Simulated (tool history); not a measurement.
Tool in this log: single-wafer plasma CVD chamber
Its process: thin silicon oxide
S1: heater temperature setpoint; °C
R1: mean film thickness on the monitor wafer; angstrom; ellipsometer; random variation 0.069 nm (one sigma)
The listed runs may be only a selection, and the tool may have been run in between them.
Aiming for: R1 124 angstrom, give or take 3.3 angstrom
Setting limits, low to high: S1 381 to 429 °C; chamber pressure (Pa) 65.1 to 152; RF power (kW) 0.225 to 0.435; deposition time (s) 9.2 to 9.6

Run 1, day 0: S1 405 °C, chamber pressure (Pa) 108.5, RF power (kW) 0.33, deposition time (s) 9.6. Result: R1 205.09 angstrom.
Run 2, day 0.246: S1 405 °C, chamber pressure (Pa) 108.5, RF power (kW) 0.285, deposition time (s) 9.6. Result: R1 193.69 angstrom.
Run 3, day 0.421: S1 398 °C, chamber pressure (Pa) 108.5, RF power (kW) 0.285, deposition time (s) 9.6. Result: R1 192.23 angstrom.
Run 4, day 0.733: S1 398 °C, chamber pressure (Pa) 97.6, RF power (kW) 0.275, deposition time (s) 9.5. Result: R1 168.65 angstrom.
Run 5, day 1.004: S1 398 °C, chamber pressure (Pa) 97.6, RF power (kW) 0.275, deposition time (s) 9.6. Result: R1 170.84 angstrom.
Run 6, day 1.142: S1 398 °C, chamber pressure (Pa) 89.3, RF power (kW) 0.27, deposition time (s) 9.6. Result: R1 152.87 angstrom.
Run 7, day 1.488: S1 398 °C, chamber pressure (Pa) 84.5, RF power (kW) 0.27, deposition time (s) 9.6. Result: R1 143.66 angstrom.
Run 8, day 1.783: S1 398 °C, chamber pressure (Pa) 81.3, RF power (kW) 0.27, deposition time (s) 9.6. Result: R1 137.88 angstrom.
Run 9, day 1.971: S1 398 °C, chamber pressure (Pa) 79.1, RF power (kW) 0.27, deposition time (s) 9.6. Result: R1 132.27 angstrom.
Run 10, day 2.083: S1 398 °C, chamber pressure (Pa) 77.7, RF power (kW) 0.27, deposition time (s) 9.6. Result: R1 130.77 angstrom.
Run 11, day 2.4: S1 398 °C, chamber pressure (Pa) 70.7, RF power (kW) 0.27, deposition time (s) 9.6. Result: R1 116.59 angstrom.
Run 12, day 2.55: S1 398 °C, chamber pressure (Pa) 71.7, RF power (kW) 0.27, deposition time (s) 9.6. Result: R1 118.47 angstrom.
Run 13, day 2.771: S1 398 °C, chamber pressure (Pa) 72.5, RF power (kW) 0.27, deposition time (s) 9.6. Result: R1 119.32 angstrom.

Of the 5 settings listed for the next run, only one would bring every result within its allowed miss of target. Which one?
Run A, day 2.992: S1 394 °C, chamber pressure (Pa) 73.1, RF power (kW) 0.25, deposition time (s) 9.3. Result: R1 ?.
Run B, day 2.992: S1 392 °C, chamber pressure (Pa) 70.3, RF power (kW) 0.275, deposition time (s) 9.2. Result: R1 ?.
Run C, day 2.992: S1 394 °C, chamber pressure (Pa) 70.4, RF power (kW) 0.28, deposition time (s) 9.3. Result: R1 ?.
Run D, day 2.992: S1 398 °C, chamber pressure (Pa) 69.3, RF power (kW) 0.27, deposition time (s) 9.3. Result: R1 ?.
Run E, day 2.992: S1 397 °C, chamber pressure (Pa) 80.3, RF power (kW) 0.23, deposition time (s) 9.5. Result: R1 ?.

move      R1
   A  113.63
   B  112.86
   C  115.19
   D  110.78
   E  123.53
A: misses by more than the last run did
B: misses by more than the last run did
C: misses by more than the last run did
D: misses by more than the last run did
E: in spec on every target
E meets every target.

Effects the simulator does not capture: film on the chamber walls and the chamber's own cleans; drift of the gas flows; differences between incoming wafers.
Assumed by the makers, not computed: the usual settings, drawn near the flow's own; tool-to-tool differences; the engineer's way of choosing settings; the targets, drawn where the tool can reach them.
